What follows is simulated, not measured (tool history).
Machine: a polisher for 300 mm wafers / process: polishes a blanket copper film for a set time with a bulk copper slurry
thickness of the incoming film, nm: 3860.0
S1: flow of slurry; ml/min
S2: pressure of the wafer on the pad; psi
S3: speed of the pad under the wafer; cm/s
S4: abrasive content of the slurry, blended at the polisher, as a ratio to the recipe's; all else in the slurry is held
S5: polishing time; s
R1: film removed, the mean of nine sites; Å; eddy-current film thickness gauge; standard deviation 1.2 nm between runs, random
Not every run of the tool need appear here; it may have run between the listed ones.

{"run": 1, "hour": 0.0, "S1": 225, "S2": 1.8, "S3": 130, "S4": 1.0, "S5": 48, "R1": 2815.2}
{"run": 2, "hour": 6.9, "S1": 225, "S2": 1.8, "S3": 130, "S4": 1.15, "S5": 48, "R1": 2912.8}
{"run": 3, "hour": 13.8, "S1": 170, "S2": 1.8, "S3": 130, "S4": 1.15, "S5": 48, "R1": 2769.8}
{"run": 4, "hour": 19.3, "S1": 170, "S2": 1.8, "S3": 130, "S4": 0.95, "S5": 48, "R1": 2610.9}
{"run": 5, "hour": 21.1, "S1": 170, "S2": 1.8, "S3": 162, "S4": 0.95, "S5": 48, "R1": 3306.8}
{"run": 6, "hour": 23.7, "S1": 170, "S2": 1.8, "S3": 162, "S4": 0.8, "S5": 48, "R1": 3151.1}
{"hour": 26.3, "done": "slurry blender recalibrated"}
{"run": 7, "hour": 26.3, "S1": 165, "S2": 1.5, "S3": 154, "S4": 0.8, "S5": 48, "R1": 2712.2}
{"run": 8, "hour": 30.3, "S1": 160, "S2": 1.3, "S3": 140, "S4": 0.8, "S5": 48, "R1": 2141.5}
{"run": 9, "hour": 34.8, "S1": 155, "S2": 0.8, "S3": 122, "S4": 0.8, "S5": 48, "R1": 1161.6}
{"run": 10, "hour": 43.5, "S1": 165, "S2": 0.9, "S3": 122, "S4": 0.8, "S5": 48, "R1": 1333.3}
{"run": 11, "hour": 48.7, "S1": 170, "S2": 0.9, "S3": 122, "S4": 0.8, "S5": 48, "R1": 1335.3}

Run 12, settings as shown, results not yet in. Your forecast:
{"run": 12, "hour": 50.9, "S1": 175, "S2": 0.9, "S3": 122, "S4": 0.8, "S5": 48, "R1": "?"}

Run 12 yielded R1 1345.3 Å.
